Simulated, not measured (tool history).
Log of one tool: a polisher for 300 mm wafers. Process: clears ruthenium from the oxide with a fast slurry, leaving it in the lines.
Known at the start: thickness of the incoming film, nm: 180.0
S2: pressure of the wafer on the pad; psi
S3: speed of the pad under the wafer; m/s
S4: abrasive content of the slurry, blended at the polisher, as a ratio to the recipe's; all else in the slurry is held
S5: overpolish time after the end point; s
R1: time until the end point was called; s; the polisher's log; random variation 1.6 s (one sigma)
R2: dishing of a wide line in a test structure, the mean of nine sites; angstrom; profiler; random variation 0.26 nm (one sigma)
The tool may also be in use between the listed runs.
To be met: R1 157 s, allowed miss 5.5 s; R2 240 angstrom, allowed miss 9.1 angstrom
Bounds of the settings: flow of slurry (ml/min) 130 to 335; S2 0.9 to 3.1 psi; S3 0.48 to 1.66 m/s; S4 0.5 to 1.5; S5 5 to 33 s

{"run": 1, "hour": 0.0, "flow of slurry (ml/min)": 215, "S2": 2, "S3": 1.06, "S4": 1, "S5": 17, "R1": 67.724, "R2": 362.1}
{"run": 2, "hour": 4.3, "flow of slurry (ml/min)": 215, "S2": 1.9, "S3": 1.02, "S4": 1, "S5": 18, "R1": 74.338, "R2": 351.23}
{"run": 3, "hour": 9.1, "flow of slurry (ml/min)": 215, "S2": 1.9, "S3": 0.82, "S4": 1, "S5": 18, "R1": 91.269, "R2": 297.7}
{"run": 4, "hour": 10.7, "flow of slurry (ml/min)": 215, "S2": 1.8, "S3": 0.82, "S4": 1, "S5": 19, "R1": 95.646, "R2": 302.65}
{"run": 5, "hour": 13.5, "flow of slurry (ml/min)": 215, "S2": 1.7, "S3": 0.82, "S4": 1, "S5": 19, "R1": 98.985, "R2": 299.35}
{"run": 6, "hour": 15.5, "flow of slurry (ml/min)": 235, "S2": 1.7, "S3": 0.82, "S4": 1, "S5": 19, "R1": 97.185, "R2": 300.22}
{"run": 7, "hour": 19.7, "flow of slurry (ml/min)": 230, "S2": 1.6, "S3": 0.82, "S4": 1, "S5": 19, "R1": 101.76, "R2": 284}
{"run": 8, "hour": 24.1, "flow of slurry (ml/min)": 225, "S2": 1.5, "S3": 0.82, "S4": 1, "S5": 19, "R1": 106.63, "R2": 270.73}
{"run": 9, "hour": 29.1, "flow of slurry (ml/min)": 220, "S2": 1.4, "S3": 0.8, "S4": 1, "S5": 20, "R1": 114.25, "R2": 266.8}
{"run": 10, "hour": 31.0, "flow of slurry (ml/min)": 215, "S2": 1.3, "S3": 0.8, "S4": 1, "S5": 20, "R1": 121.37, "R2": 254.03}
{"run": 11, "hour": 32.9, "flow of slurry (ml/min)": 210, "S2": 1.3, "S3": 0.8, "S4": 1, "S5": 20, "R1": 119.18, "R2": 259.19}
{"run": 12, "hour": 34.4, "flow of slurry (ml/min)": 210, "S2": 0.9, "S3": 0.7, "S4": 1, "S5": 24, "R1": 166.94, "R2": 222}
{"run": 13, "hour": 43.4, "flow of slurry (ml/min)": 215, "S2": 0.9, "S3": 0.7, "S4": 1, "S5": 24, "R1": 167.92, "R2": 224.95}

4 next moves are on the table. One of them brings every result within its allowed miss. Which?
{"run": "A", "hour": 52.4, "flow of slurry (ml/min)": 210, "S2": 1, "S3": 0.78, "S4": 0.9, "S5": 21, "R1": "?", "R2": "?"}
{"run": "B", "hour": 52.4, "flow of slurry (ml/min)": 200, "S2": 0.9, "S3": 0.76, "S4": 1.05, "S5": 24, "R1": "?", "R2": "?"}
{"run": "C", "hour": 52.4, "flow of slurry (ml/min)": 220, "S2": 0.9, "S3": 0.7, "S4": 0.95, "S5": 25, "R1": "?", "R2": "?"}
{"run": "D", "hour": 52.4, "flow of slurry (ml/min)": 185, "S2": 0.9, "S3": 0.66, "S4": 1.05, "S5": 29, "R1": "?", "R2": "?"}

move=A R1=148.87 R2=220.66
move=B R1=153.91 R2=240.94
move=C R1=170.58 R2=228.22
move=D R1=178.24 R2=249.98
A: takes the result that was furthest off past its target
B: meets every target
C: further off than the last run
D: further off than the last run
The right move is B.
